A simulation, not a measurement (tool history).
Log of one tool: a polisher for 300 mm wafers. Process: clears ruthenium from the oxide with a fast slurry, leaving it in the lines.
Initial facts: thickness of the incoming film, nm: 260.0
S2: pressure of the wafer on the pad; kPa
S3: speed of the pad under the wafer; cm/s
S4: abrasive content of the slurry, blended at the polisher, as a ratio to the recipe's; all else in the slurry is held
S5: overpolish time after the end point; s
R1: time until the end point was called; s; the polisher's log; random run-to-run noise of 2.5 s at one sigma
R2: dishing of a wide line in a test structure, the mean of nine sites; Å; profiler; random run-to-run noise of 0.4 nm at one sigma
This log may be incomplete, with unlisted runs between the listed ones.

{"run": 1, "hour": 0.0, "flow of slurry (ml/min)": 250, "S2": 13.1, "S3": 90, "S4": 1.0, "S5": 11, "R1": 103.58, "R2": 219.45}
{"run": 2, "hour": 3.9, "flow of slurry (ml/min)": 210, "S2": 13.1, "S3": 90, "S4": 1.0, "S5": 11, "R1": 102.14, "R2": 213.68}
{"run": 3, "hour": 11.2, "flow of slurry (ml/min)": 210, "S2": 11.7, "S3": 90, "S4": 1.0, "S5": 12, "R1": 114.09, "R2": 200.2}
{"run": 4, "hour": 12.4, "flow of slurry (ml/min)": 240, "S2": 11.7, "S3": 90, "S4": 1.0, "S5": 12, "R1": 115.54, "R2": 209.15}
{"run": 5, "hour": 16.4, "flow of slurry (ml/min)": 180, "S2": 11.7, "S3": 90, "S4": 1.0, "S5": 12, "R1": 114.97, "R2": 198.92}
{"run": 6, "hour": 18.1, "flow of slurry (ml/min)": 180, "S2": 11.0, "S3": 90, "S4": 1.0, "S5": 13, "R1": 124.98, "R2": 209.73}
{"run": 7, "hour": 25.4, "flow of slurry (ml/min)": 180, "S2": 10.3, "S3": 90, "S4": 1.0, "S5": 13, "R1": 131.17, "R2": 203.41}

Run 8 comes next. What will it give?
{"run": 8, "hour": 26.4, "flow of slurry (ml/min)": 180, "S2": 9.7, "S3": 90, "S4": 1.0, "S5": 13, "R1": "?", "R2": "?"}

R1: 137.92 s
R2: 185.11 Å
